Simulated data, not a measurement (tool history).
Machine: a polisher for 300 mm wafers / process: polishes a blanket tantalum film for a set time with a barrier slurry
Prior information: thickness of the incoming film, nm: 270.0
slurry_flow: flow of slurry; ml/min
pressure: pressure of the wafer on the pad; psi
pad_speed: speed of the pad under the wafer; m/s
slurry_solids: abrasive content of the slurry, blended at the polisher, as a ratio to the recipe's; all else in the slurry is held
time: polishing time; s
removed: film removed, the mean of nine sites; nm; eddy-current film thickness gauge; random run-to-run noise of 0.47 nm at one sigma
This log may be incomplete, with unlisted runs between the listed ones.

| run | hour | slurry_flow | pressure | pad_speed | slurry_solids | time | removed |
|---|---|---|---|---|---|---|---|
| 1 | 0.0 | 210 | 2.5 | 1.04 | 1.00 | 28 | 60.459 |
| 2 | 5.9 | 210 | 2.5 | 1.04 | 0.80 | 28 | 56.824 |
| 3 | 13.6 | 210 | 2.1 | 1.04 | 0.80 | 28 | 49.046 |
| 4 | 22.3 | 210 | 2.1 | 1.16 | 0.80 | 28 | 51.186 |
| 5 | 29.0 | 210 | 1.9 | 1.16 | 0.80 | 28 | 48.981 |
| 6 | 37.7 | 210 | 1.9 | 1.16 | 0.95 | 28 | 49.818 |
| 7 | 38.6 | 210 | 1.7 | 1.16 | 0.95 | 28 | 45.773 |

What will run 8 give?
| 8 | 45.5 | 210 | 1.1 | 1.14 | 0.95 | 28 | ? |

{"run 8": {"removed": 30.361}}
